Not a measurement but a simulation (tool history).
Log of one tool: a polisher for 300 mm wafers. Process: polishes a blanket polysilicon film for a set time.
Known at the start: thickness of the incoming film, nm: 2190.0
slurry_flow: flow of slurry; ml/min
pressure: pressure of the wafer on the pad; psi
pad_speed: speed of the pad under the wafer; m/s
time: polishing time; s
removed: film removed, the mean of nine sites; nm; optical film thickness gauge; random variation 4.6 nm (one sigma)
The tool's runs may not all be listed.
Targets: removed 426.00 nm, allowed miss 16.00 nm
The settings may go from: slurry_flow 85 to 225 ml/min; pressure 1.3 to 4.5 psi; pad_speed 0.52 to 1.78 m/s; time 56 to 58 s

run,hour,slurry_flow,pressure,pad_speed,time,removed
1,0.0,145,2.9,1.14,56,547.89
2,7.7,140,2.7,1.14,56,500.98
3,9.9,135,2.6,1.14,56,480.07
4,15.2,135,2.6,1.14,58,496.01
5,17.0,135,2.6,1.24,58,539.66
6,20.6,135,2.6,1.24,56,520.71
7,28.1,130,2.5,1.24,56,500.85
8,28.9,125,2.4,1.24,56,476.03
9,37.2,120,2.3,1.24,56,443.08

Which of these 5 next moves meets every target?
A,45.5,105,2.4,1.16,58,?
B,45.5,110,2.8,1.10,56,?
C,45.5,130,2.1,1.34,58,?
D,45.5,90,2.3,1.36,58,?
E,45.5,110,2.3,1.26,58,?

move,removed
A,429.69
B,465.42
C,464.34
D,451.76
E,453.54
A: meets every target
B: further off than the last run
C: further off than the last run
D: further off than the last run
E: further off than the last run
The right move is A.
